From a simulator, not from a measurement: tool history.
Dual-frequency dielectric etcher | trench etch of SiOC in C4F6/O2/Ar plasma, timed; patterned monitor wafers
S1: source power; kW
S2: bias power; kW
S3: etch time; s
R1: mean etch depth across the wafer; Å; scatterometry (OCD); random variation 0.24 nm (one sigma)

Run 1, hour 0.0: S1 0.480 kW, S2 0.151 kW, S3 28.5 s. Result: R1 549.05 Å.
Run 2, hour 5.6: S1 0.460 kW, S2 0.150 kW, S3 28.5 s. Result: R1 543.41 Å.
Run 3, hour 8.4: S1 0.460 kW, S2 0.135 kW, S3 28.5 s. Result: R1 516.84 Å.
Run 4, hour 15.6: S1 0.450 kW, S2 0.135 kW, S3 28.5 s. Result: R1 509.68 Å.
Run 5, hour 17.3: S1 0.440 kW, S2 0.135 kW, S3 28.5 s. Result: R1 508.17 Å.
Run 6, hour 25.2: S1 0.440 kW, S2 0.159 kW, S3 28.5 s. Result: R1 548.92 Å.
Run 7, hour 31.3: S1 0.440 kW, S2 0.159 kW, S3 28.5 s. Result: R1 546.57 Å.
Run 8, hour 33.2: S1 0.420 kW, S2 0.158 kW, S3 28.5 s. Result: R1 542.75 Å.

The next listed run, before its measurement:
Run 9, hour 36.8: S1 0.410 kW, S2 0.156 kW, S3 28.5 s. Result: R1 ?.

Run 9 gave R1 532.35 Å.
